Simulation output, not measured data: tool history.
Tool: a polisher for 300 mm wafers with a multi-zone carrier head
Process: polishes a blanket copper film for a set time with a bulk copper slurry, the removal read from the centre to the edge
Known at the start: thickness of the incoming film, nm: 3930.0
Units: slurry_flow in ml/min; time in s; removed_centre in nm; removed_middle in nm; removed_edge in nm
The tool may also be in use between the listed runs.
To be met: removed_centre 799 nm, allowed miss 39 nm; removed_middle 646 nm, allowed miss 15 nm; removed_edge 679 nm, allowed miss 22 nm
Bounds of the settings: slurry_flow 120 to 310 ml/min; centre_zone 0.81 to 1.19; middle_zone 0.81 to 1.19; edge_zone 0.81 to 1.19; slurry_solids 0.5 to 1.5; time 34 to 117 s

run 1 hour=0 | slurry_flow=200 centre_zone=1 middle_zone=1 edge_zone=1 slurry_solids=1 time=75 | removed_centre=502.52 removed_middle=491.9 removed_edge=499.18
run 2 hour=5.1 | slurry_flow=220 centre_zone=1 middle_zone=1 edge_zone=1 slurry_solids=1 time=75 | removed_centre=500.27 removed_middle=501.7 removed_edge=505.64
run 3 hour=10.9 | slurry_flow=220 centre_zone=1 middle_zone=0.92 edge_zone=1 slurry_solids=1 time=75 | removed_centre=496.86 removed_middle=465.4 removed_edge=500.44
run 4 hour=13 | slurry_flow=220 centre_zone=1 middle_zone=0.92 edge_zone=0.96 slurry_solids=1 time=75 | removed_centre=483.79 removed_middle=465.59 removed_edge=496.74
run 5 hour=13.8 | slurry_flow=220 centre_zone=1 middle_zone=0.84 edge_zone=0.96 slurry_solids=1 time=75 | removed_centre=504.21 removed_middle=433.38 removed_edge=491.65
run 6 hour=14.7 | slurry_flow=220 centre_zone=1 middle_zone=0.84 edge_zone=0.96 slurry_solids=1.2 time=75 | removed_centre=506.61 removed_middle=456.55 removed_edge=518.78
run 7 hour=18.3 | slurry_flow=220 centre_zone=1.03 middle_zone=0.85 edge_zone=0.95 slurry_solids=1.25 time=78 | removed_centre=554.9 removed_middle=480.51 removed_edge=548.6
run 8 hour=24.2 | slurry_flow=225 centre_zone=1.06 middle_zone=0.87 edge_zone=0.95 slurry_solids=1.3 time=79 | removed_centre=586.15 removed_middle=500.64 removed_edge=545.73
run 9 hour=24.8 | slurry_flow=225 centre_zone=1.07 middle_zone=0.88 edge_zone=0.97 slurry_solids=1.35 time=81 | removed_centre=596.07 removed_middle=520.73 removed_edge=578.24
run 10 hour=27.9 | slurry_flow=230 centre_zone=1.09 middle_zone=0.89 edge_zone=0.97 slurry_solids=1.35 time=83 | removed_centre=648.91 removed_middle=542.79 removed_edge=594.66
run 11 hour=34.3 | slurry_flow=235 centre_zone=1.1 middle_zone=0.91 edge_zone=0.99 slurry_solids=1.35 time=83 | removed_centre=653.46 removed_middle=548.82 removed_edge=594.42
run 12 hour=42.1 | slurry_flow=240 centre_zone=1.11 middle_zone=0.92 edge_zone=1.01 slurry_solids=1.35 time=84 | removed_centre=687.82 removed_middle=561.39 removed_edge=606.62
run 13 hour=45 | slurry_flow=245 centre_zone=1.11 middle_zone=0.93 edge_zone=1.03 slurry_solids=1.35 time=84 | removed_centre=673.73 removed_middle=575.43 removed_edge=607.62
run 14 hour=53.2 | slurry_flow=245 centre_zone=1.12 middle_zone=0.93 edge_zone=1.03 slurry_solids=1.35 time=85 | removed_centre=668.06 removed_middle=576.77 removed_edge=621.54

5 next moves are on the table. One of them brings every result within its allowed miss. Which?
run A hour=61.4 | slurry_flow=250 centre_zone=1.05 middle_zone=1 edge_zone=1.11 slurry_solids=1.4 time=93 | removed_centre=? removed_middle=? removed_edge=?
run B hour=61.4 | slurry_flow=205 centre_zone=1.14 middle_zone=0.89 edge_zone=0.88 slurry_solids=1.35 time=100 | removed_centre=? removed_middle=? removed_edge=?
run C hour=61.4 | slurry_flow=235 centre_zone=1.07 middle_zone=0.96 edge_zone=1.06 slurry_solids=1.3 time=79 | removed_centre=? removed_middle=? removed_edge=?
run D hour=61.4 | slurry_flow=275 centre_zone=0.81 middle_zone=1.1 edge_zone=1.19 slurry_solids=1.25 time=88 | removed_centre=? removed_middle=? removed_edge=?
run E hour=61.4 | slurry_flow=280 centre_zone=0.95 middle_zone=1.1 edge_zone=0.96 slurry_solids=1.5 time=76 | removed_centre=? removed_middle=? removed_edge=?

move=A removed_centre=715.04 removed_middle=672.49 removed_edge=705.03
move=B removed_centre=805.7 removed_middle=634.8 removed_edge=667.7
move=C removed_centre=603.55 removed_middle=538.68 removed_edge=573.52
move=D removed_centre=513.41 removed_middle=679.83 removed_edge=675.96
move=E removed_centre=544.45 removed_middle=613.45 removed_edge=552.87
A: takes the result that was furthest off past its target
B: meets every target
C: further off than the last run
D: takes the result that was furthest off past its target
E: further off than the last run
The right move is B.
